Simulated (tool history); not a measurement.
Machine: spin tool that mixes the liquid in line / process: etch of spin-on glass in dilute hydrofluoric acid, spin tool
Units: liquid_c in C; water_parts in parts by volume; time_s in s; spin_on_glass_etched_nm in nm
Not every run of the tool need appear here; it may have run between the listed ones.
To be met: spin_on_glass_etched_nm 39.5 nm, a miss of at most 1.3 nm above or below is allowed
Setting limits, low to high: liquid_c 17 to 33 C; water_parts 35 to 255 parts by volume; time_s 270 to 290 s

{"run": 1, "hour": 0.0, "liquid_c": 25, "water_parts": 145, "time_s": 270, "spin_on_glass_etched_nm": 63.744}
{"run": 2, "hour": 2.7, "liquid_c": 23.5, "water_parts": 150, "time_s": 270, "spin_on_glass_etched_nm": 58.539}
{"run": 3, "hour": 3.3, "liquid_c": 26.5, "water_parts": 150, "time_s": 270, "spin_on_glass_etched_nm": 64.885}
{"run": 4, "hour": 10.3, "liquid_c": 24, "water_parts": 150, "time_s": 270, "spin_on_glass_etched_nm": 58.855}
{"run": 5, "hour": 16.1, "liquid_c": 23, "water_parts": 155, "time_s": 270, "spin_on_glass_etched_nm": 54.163}
{"run": 6, "hour": 21.2, "liquid_c": 23, "water_parts": 155, "time_s": 290, "spin_on_glass_etched_nm": 58.249}
{"run": 7, "hour": 22.2, "liquid_c": 22, "water_parts": 160, "time_s": 290, "spin_on_glass_etched_nm": 54.928}
{"run": 8, "hour": 25.5, "liquid_c": 21, "water_parts": 165, "time_s": 290, "spin_on_glass_etched_nm": 49.39}
{"run": 9, "hour": 33.0, "liquid_c": 20.5, "water_parts": 165, "time_s": 290, "spin_on_glass_etched_nm": 49.017}
{"run": 10, "hour": 36.5, "liquid_c": 20, "water_parts": 165, "time_s": 290, "spin_on_glass_etched_nm": 49.014}
{"run": 11, "hour": 37.3, "liquid_c": 19.5, "water_parts": 170, "time_s": 290, "spin_on_glass_etched_nm": 45.561}
{"hour": 44.0, "done": "hydrofluoric acid flow meter replaced"}
{"run": 12, "hour": 44.0, "liquid_c": 17, "water_parts": 175, "time_s": 290, "spin_on_glass_etched_nm": 42.744}
{"run": 13, "hour": 45.7, "liquid_c": 17, "water_parts": 180, "time_s": 290, "spin_on_glass_etched_nm": 41.358}

Which single option among these 4 for the next run brings every result within its allowed miss of target? Just one does.
{"run": "A", "hour": 47.4, "liquid_c": 17.5, "water_parts": 175, "time_s": 290, "spin_on_glass_etched_nm": "?"}
{"run": "B", "hour": 47.4, "liquid_c": 20, "water_parts": 190, "time_s": 290, "spin_on_glass_etched_nm": "?"}
{"run": "C", "hour": 47.4, "liquid_c": 17.5, "water_parts": 175, "time_s": 280, "spin_on_glass_etched_nm": "?"}
{"run": "D", "hour": 47.4, "liquid_c": 17, "water_parts": 175, "time_s": 270, "spin_on_glass_etched_nm": "?"}

move=A spin_on_glass_etched_nm=43.545
move=B spin_on_glass_etched_nm=43.633
move=C spin_on_glass_etched_nm=42.043
move=D spin_on_glass_etched_nm=39.732
A: further off than the last run
B: further off than the last run
C: further off than the last run
D: every result lands within tolerance
Correct choice: D, which meets every target
